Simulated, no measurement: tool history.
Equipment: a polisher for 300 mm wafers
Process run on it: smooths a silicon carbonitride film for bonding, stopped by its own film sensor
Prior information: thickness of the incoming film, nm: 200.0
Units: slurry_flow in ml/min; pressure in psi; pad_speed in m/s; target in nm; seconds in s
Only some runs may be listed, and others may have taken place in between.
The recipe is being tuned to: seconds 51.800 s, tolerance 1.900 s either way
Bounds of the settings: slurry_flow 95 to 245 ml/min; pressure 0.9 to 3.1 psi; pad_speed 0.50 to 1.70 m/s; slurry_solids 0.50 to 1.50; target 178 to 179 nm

{"run": 1, "day": 0.0, "slurry_flow": 155, "pressure": 2.0, "pad_speed": 1.1, "slurry_solids": 1.0, "target": 179, "seconds": 89.74}
{"run": 2, "day": 0.062, "slurry_flow": 155, "pressure": 2.1, "pad_speed": 1.1, "slurry_solids": 1.0, "target": 179, "seconds": 86.08}
{"run": 3, "day": 0.179, "slurry_flow": 155, "pressure": 2.1, "pad_speed": 1.1, "slurry_solids": 0.85, "target": 179, "seconds": 94.915}
{"run": 4, "day": 0.462, "slurry_flow": 155, "pressure": 2.5, "pad_speed": 1.1, "slurry_solids": 0.85, "target": 179, "seconds": 81.808}
{"run": 5, "day": 0.696, "slurry_flow": 190, "pressure": 2.5, "pad_speed": 1.1, "slurry_solids": 0.85, "target": 179, "seconds": 80.722}
{"run": 6, "day": 0.812, "slurry_flow": 160, "pressure": 2.5, "pad_speed": 1.1, "slurry_solids": 0.85, "target": 179, "seconds": 79.79}
{"run": 7, "day": 0.983, "slurry_flow": 160, "pressure": 2.6, "pad_speed": 1.14, "slurry_solids": 0.85, "target": 179, "seconds": 76.423}
{"run": 8, "day": 1.35, "slurry_flow": 160, "pressure": 2.7, "pad_speed": 1.18, "slurry_solids": 0.85, "target": 179, "seconds": 73.293}
{"run": 9, "day": 1.621, "slurry_flow": 160, "pressure": 2.7, "pad_speed": 1.22, "slurry_solids": 0.85, "target": 179, "seconds": 71.067}
{"run": 10, "day": 1.933, "slurry_flow": 160, "pressure": 2.7, "pad_speed": 1.26, "slurry_solids": 0.85, "target": 179, "seconds": 68.705}
{"run": 11, "day": 2.067, "slurry_flow": 160, "pressure": 2.7, "pad_speed": 1.26, "slurry_solids": 0.85, "target": 179, "seconds": 70.349}
{"run": 12, "day": 2.425, "slurry_flow": 160, "pressure": 2.7, "pad_speed": 1.3, "slurry_solids": 0.85, "target": 179, "seconds": 67.374}
{"run": 13, "day": 2.583, "slurry_flow": 180, "pressure": 3.1, "pad_speed": 1.36, "slurry_solids": 0.85, "target": 179, "seconds": 56.275}
{"run": 14, "day": 2.658, "slurry_flow": 180, "pressure": 3.1, "pad_speed": 1.38, "slurry_solids": 0.85, "target": 179, "seconds": 56.308}

Of the 5 settings listed for the next run, only one would bring every result within its allowed miss of target. Which one?
{"run": "A", "day": 2.733, "slurry_flow": 245, "pressure": 2.7, "pad_speed": 1.54, "slurry_solids": 0.65, "target": 179, "seconds": "?"}
{"run": "B", "day": 2.733, "slurry_flow": 180, "pressure": 3.1, "pad_speed": 1.38, "slurry_solids": 0.75, "target": 179, "seconds": "?"}
{"run": "C", "day": 2.733, "slurry_flow": 175, "pressure": 3.1, "pad_speed": 1.2, "slurry_solids": 0.9, "target": 179, "seconds": "?"}
{"run": "D", "day": 2.733, "slurry_flow": 195, "pressure": 2.8, "pad_speed": 1.7, "slurry_solids": 0.75, "target": 178, "seconds": "?"}
{"run": "E", "day": 2.733, "slurry_flow": 195, "pressure": 3.1, "pad_speed": 1.38, "slurry_solids": 0.95, "target": 179, "seconds": "?"}

move=A seconds=66.126
move=B seconds=60.988
move=C seconds=61.610
move=D seconds=58.702
move=E seconds=53.003
A: its largest miss is bigger than the last run's
B: its largest miss is bigger than the last run's
C: its largest miss is bigger than the last run's
D: its largest miss is bigger than the last run's
E: hits every target within its allowed miss
So the answer is move E, the one that meets all the targets.

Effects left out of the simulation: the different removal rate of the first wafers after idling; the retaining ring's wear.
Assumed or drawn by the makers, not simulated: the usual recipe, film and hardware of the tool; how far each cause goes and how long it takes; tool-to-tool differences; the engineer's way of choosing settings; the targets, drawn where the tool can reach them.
